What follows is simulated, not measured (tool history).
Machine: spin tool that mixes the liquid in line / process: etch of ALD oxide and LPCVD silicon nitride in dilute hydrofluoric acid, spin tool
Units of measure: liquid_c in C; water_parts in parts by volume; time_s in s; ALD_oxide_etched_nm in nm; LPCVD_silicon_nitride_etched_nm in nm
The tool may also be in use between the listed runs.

run    day  liquid_c  water_parts  time_s  ALD_oxide_etched_nm  LPCVD_silicon_nitride_etched_nm
  1      0        26          195     180               9.6194                          0.51421
  2   0.35        26          195     255                13.69                          0.67768
  3  0.608      27.5          175     255               16.352                          0.81984
  4  0.862        29          155     255               20.017                          0.96098
  5  1.046        30          145     255               22.476                           1.2843
  6  1.104        30          135     255               24.606                           1.3257
  7  1.242      30.5          130     255               25.989                           1.2806
  8  1.442        31          130     255               26.329                           1.2779
  9  1.779      31.5          130     255               27.134                           1.5488
 10  1.846      30.5          100     250               34.637                           1.6637

Run 11, settings as shown, results not yet in. Your forecast:
 11  1.979        30          105     250                    ?                                ?

ALD_oxide_etched_nm: 32.136 nm
LPCVD_silicon_nitride_etched_nm: 1.6166 nm
